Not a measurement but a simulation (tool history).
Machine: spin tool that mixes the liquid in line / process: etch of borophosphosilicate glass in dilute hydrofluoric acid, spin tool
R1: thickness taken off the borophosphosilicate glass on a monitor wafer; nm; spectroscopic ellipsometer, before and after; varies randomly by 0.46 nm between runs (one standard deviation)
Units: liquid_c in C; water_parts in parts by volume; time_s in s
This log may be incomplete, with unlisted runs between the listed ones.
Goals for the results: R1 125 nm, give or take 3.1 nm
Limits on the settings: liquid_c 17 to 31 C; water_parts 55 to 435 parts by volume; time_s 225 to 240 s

{"run": 1, "hour": 0.0, "liquid_c": 23, "water_parts": 245, "time_s": 225, "R1": 54.979}
{"run": 2, "hour": 5.1, "liquid_c": 23, "water_parts": 245, "time_s": 225, "R1": 55.195}
{"run": 3, "hour": 8.3, "liquid_c": 25, "water_parts": 215, "time_s": 225, "R1": 69.79}
{"run": 4, "hour": 11.7, "liquid_c": 26.5, "water_parts": 195, "time_s": 225, "R1": 82.791}
{"run": 5, "hour": 17.6, "liquid_c": 27.5, "water_parts": 185, "time_s": 225, "R1": 91.485}
{"run": 6, "hour": 26.1, "liquid_c": 28.5, "water_parts": 175, "time_s": 225, "R1": 101.38}
{"run": 7, "hour": 29.4, "liquid_c": 29, "water_parts": 170, "time_s": 225, "R1": 107.61}
{"run": 8, "hour": 33.7, "liquid_c": 29.5, "water_parts": 165, "time_s": 225, "R1": 113.13}
{"run": 9, "hour": 38.6, "liquid_c": 30, "water_parts": 165, "time_s": 225, "R1": 115.65}
{"run": 10, "hour": 44.3, "liquid_c": 30.5, "water_parts": 165, "time_s": 225, "R1": 116.57}

Below are 5 possible settings for the next run. Only one of them brings all results inside the allowed miss of their targets. Which is it?
{"run": "A", "hour": 50.0, "liquid_c": 31, "water_parts": 185, "time_s": 235, "R1": "?"}
{"run": "B", "hour": 50.0, "liquid_c": 30, "water_parts": 185, "time_s": 240, "R1": "?"}
{"run": "C", "hour": 50.0, "liquid_c": 31, "water_parts": 175, "time_s": 240, "R1": "?"}
{"run": "D", "hour": 50.0, "liquid_c": 30, "water_parts": 155, "time_s": 225, "R1": "?"}
{"run": "E", "hour": 50.0, "liquid_c": 30.5, "water_parts": 170, "time_s": 225, "R1": "?"}

move=A R1=108.29
move=B R1=106.82
move=C R1=118.43
move=D R1=124.19
move=E R1=113.04
A: the biggest miss grows against the last run
B: the biggest miss grows against the last run
C: closer than the last run, but not yet in spec
D: all results in spec
E: the biggest miss grows against the last run
Correct choice: D, which meets every target
